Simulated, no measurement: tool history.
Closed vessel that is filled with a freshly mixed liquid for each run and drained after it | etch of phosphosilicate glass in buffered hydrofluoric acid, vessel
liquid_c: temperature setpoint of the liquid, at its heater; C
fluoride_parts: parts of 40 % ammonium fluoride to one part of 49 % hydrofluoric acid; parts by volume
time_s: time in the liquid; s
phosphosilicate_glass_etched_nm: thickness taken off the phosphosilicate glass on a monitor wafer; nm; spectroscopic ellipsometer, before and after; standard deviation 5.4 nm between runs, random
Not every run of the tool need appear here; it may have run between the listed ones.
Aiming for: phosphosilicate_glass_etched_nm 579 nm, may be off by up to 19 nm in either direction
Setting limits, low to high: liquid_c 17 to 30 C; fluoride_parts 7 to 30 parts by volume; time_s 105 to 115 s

run    day  liquid_c  fluoride_parts  time_s  phosphosilicate_glass_etched_nm
  1      0        22              19     105                           270.39
  2   0.15      18.5              19     105                           220.29
  3  0.312      18.5              19     115                           242.38
  4  0.521      21.5              18     115                           305.53
  5  0.788      23.5              17     115                           356.42
  6  0.862        25              16     115                              409
  7  0.929        26            15.5     115                              446
  8  1.204        27            15.5     115                           474.96
  9  1.438      27.5            15.5     115                           494.26
 10  1.592        28            15.5     115                           500.82

Pick the move, out of 4, that brings all results within their allowed miss; only one does.
  A  1.746        28            13.5     115                                ?
  B  1.746        28            12.5     115                                ?
  C  1.746      28.5            12.5     115                                ?
  D  1.746      26.5            10.5     105                                ?

move  phosphosilicate_glass_etched_nm
   A                              571
   B                           615.64
   C                            632.2
   D                           614.99
A: meets every target
B: carries the result that was furthest off beyond its target, to the other side
C: carries the result that was furthest off beyond its target, to the other side
D: carries the result that was furthest off beyond its target, to the other side
Correct choice: A, which meets every target
